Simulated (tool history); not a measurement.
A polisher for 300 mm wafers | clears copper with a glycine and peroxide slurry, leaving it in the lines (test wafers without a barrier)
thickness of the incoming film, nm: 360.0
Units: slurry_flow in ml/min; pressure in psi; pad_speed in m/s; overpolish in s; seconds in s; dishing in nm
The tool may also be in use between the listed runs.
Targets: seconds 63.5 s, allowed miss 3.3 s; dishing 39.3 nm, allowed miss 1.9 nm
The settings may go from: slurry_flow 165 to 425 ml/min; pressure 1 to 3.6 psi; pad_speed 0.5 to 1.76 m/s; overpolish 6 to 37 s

run    day  slurry_flow  pressure  pad_speed  overpolish  seconds  dishing
  1      0          275       2.3       1.12          19   78.067   49.519
  2  0.192          275       1.8       1.12          19   94.387   43.893
  3  0.512          275         2       1.12          17   84.215   43.201
  4  0.712          220         2       1.12          17   89.067   42.342
  5  0.917          220         2       1.12          11   90.854   29.533
  6  1.179          220         2       1.12           6   90.275   17.514
  7  1.525          215       2.1       1.14           7   85.809   20.769
  8  1.712          210       2.2       1.14           8   81.192   23.583
  9  1.846          205       2.3       1.14           9   80.128   27.111
 10  2.167          200       2.4       1.14           9   77.943   27.517
 11  2.412          195       2.5       1.14           9   76.268   28.529
 12   2.75          195       2.5       1.14           9   75.809   29.333
 13  2.875          190       2.6       1.14           9   73.028   29.256
 14  2.979          190       2.7       1.14           9   71.425   29.644
 15  3.254          190       3.1       1.14          15   61.809   49.607

Which of these 4 next moves meets every target?
  A  3.529          165       3.2       1.08          11        ?        ?
  B  3.529          225       3.1       1.02          13        ?        ?
  C  3.529          175       3.6       1.12          10        ?        ?
  D  3.529          215       3.3        1.2          10        ?        ?

move  seconds  dishing
   A   63.878   38.039
   B    64.12   43.215
   C   55.988   39.239
   D   56.284   38.961
A: meets every target
B: nearer than the last run, and not there yet
C: brings the result that was furthest off to its target, and leaves another outside
D: brings the result that was furthest off to its target, and leaves another outside
Move A is the one to make.
